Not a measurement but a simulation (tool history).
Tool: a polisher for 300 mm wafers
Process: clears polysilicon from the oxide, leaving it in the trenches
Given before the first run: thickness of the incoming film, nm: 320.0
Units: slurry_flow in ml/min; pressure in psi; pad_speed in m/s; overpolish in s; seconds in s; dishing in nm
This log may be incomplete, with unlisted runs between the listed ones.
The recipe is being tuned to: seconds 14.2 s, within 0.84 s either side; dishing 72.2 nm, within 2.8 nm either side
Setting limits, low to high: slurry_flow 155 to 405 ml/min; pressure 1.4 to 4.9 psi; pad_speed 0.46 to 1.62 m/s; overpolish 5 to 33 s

run	hour	slurry_flow	pressure	pad_speed	overpolish	seconds	dishing
1	0	260	3.1	1.04	17	19.551	81.423
2	5.9	260	3.2	1.04	15	18.451	80.649
3	10.5	260	3.2	1.16	15	17.263	80.843
4	17.5	255	3.2	1.2	13	15.944	78.946
5	21.6	250	3.2	1.22	12	16.17	78.767
6	27.4	240	3.2	1.26	11	15.504	79.388
7	32.8	265	3.2	1.26	10	15.592	77.882
8	36.2	335	3.5	1.28	5	13.368	63.493
9	44.5	325	3.5	1.28	5	13.39	65.251
10	52.4	255	3.4	1.28	13	14.301	80.548
11	56.4	265	3.4	1.28	13	14.542	81.4

Which one of the following 5 next-run settings gets every result inside its allowed miss? There is exactly one.
A	60.4	295	3.2	1.2	6	?	?
B	60.4	325	3.8	1.26	6	?	?
C	60.4	305	3.5	1.22	12	?	?
D	60.4	230	3.6	1.24	7	?	?
E	60.4	305	3.7	1.3	5	?	?

move	seconds	dishing
A	15.966	66.075
B	12.769	71.814
C	14.356	81.255
D	14.162	72.973
E	12.783	67.17
A: pushes the last run's worst result past its target
B: puts the biggest miss on target and leaves a different result outside tolerance
C: neither nearer nor further off than the last run
D: meets every target
E: pushes the last run's worst result past its target
So the answer is move D, the one that meets all the targets.
